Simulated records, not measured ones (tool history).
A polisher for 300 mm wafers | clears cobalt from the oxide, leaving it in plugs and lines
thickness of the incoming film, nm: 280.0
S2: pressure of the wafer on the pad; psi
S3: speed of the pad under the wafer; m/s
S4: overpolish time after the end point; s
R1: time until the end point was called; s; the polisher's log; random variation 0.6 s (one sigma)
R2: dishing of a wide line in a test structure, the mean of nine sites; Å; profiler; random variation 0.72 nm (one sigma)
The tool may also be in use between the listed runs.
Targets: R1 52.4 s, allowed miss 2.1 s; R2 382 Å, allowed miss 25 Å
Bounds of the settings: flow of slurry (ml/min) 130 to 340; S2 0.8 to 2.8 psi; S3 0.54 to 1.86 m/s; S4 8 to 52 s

run 1 hour=0 | flow_of_slurry_(ml/min)=220 S2=1.8 S3=1.18 S4=26 | R1=61.731 R2=507.97
run 2 hour=2.7 | flow_of_slurry_(ml/min)=250 S2=1.8 S3=1.18 S4=26 | R1=60.524 R2=517.7
run 3 hour=4.3 | flow_of_slurry_(ml/min)=250 S2=1.6 S3=1.18 S4=26 | R1=68.679 R2=501.42
run 4 hour=7.3 | flow_of_slurry_(ml/min)=230 S2=1.7 S3=1.18 S4=23 | R1=65.234 R2=503
run 5 hour=16 | flow_of_slurry_(ml/min)=255 S2=1.7 S3=1.18 S4=23 | R1=63.665 R2=503.32
run 6 hour=21 | flow_of_slurry_(ml/min)=235 S2=1.8 S3=1.16 S4=20 | R1=61.969 R2=480.9
run 7 hour=28 | flow_of_slurry_(ml/min)=215 S2=1.9 S3=1.12 S4=18 | R1=62.635 R2=453.27
run 8 hour=31.7 | flow_of_slurry_(ml/min)=205 S2=2 S3=1.1 S4=16 | R1=60.484 R2=437.03
run 9 hour=37.7 | flow_of_slurry_(ml/min)=145 S2=2.5 S3=1.04 S4=8 | R1=54.384 R2=305.26
run 10 hour=39 | flow_of_slurry_(ml/min)=200 S2=2.4 S3=1.08 S4=16 | R1=50.608 R2=472.42
run 11 hour=46 | flow_of_slurry_(ml/min)=195 S2=2.4 S3=1.08 S4=15 | R1=50.91 R2=450.82
run 12 hour=51 | flow_of_slurry_(ml/min)=190 S2=2.4 S3=1.08 S4=15 | R1=52.509 R2=444.14
run 13 hour=55.7 | flow_of_slurry_(ml/min)=185 S2=2.4 S3=1.08 S4=14 | R1=52.532 R2=437.23
run 14 hour=58.1 | flow_of_slurry_(ml/min)=180 S2=2.4 S3=1.08 S4=13 | R1=51.905 R2=431.17

Which of these 4 next moves meets every target?
run A hour=60.5 | flow_of_slurry_(ml/min)=245 S2=2.5 S3=1.04 S4=31 | R1=? R2=?
run B hour=60.5 | flow_of_slurry_(ml/min)=130 S2=2.6 S3=1.16 S4=13 | R1=? R2=?
run C hour=60.5 | flow_of_slurry_(ml/min)=210 S2=2.4 S3=1.16 S4=8 | R1=? R2=?
run D hour=60.5 | flow_of_slurry_(ml/min)=135 S2=2.3 S3=1.2 S4=11 | R1=? R2=?

move=A R1=50.353 R2=557.29
move=B R1=48.675 R2=430.54
move=C R1=48.091 R2=330.26
move=D R1=52.615 R2=379.14
A: further off than the last run
B: as far off as the last run
C: takes the result that was furthest off past its target
D: meets every target
Answer: D

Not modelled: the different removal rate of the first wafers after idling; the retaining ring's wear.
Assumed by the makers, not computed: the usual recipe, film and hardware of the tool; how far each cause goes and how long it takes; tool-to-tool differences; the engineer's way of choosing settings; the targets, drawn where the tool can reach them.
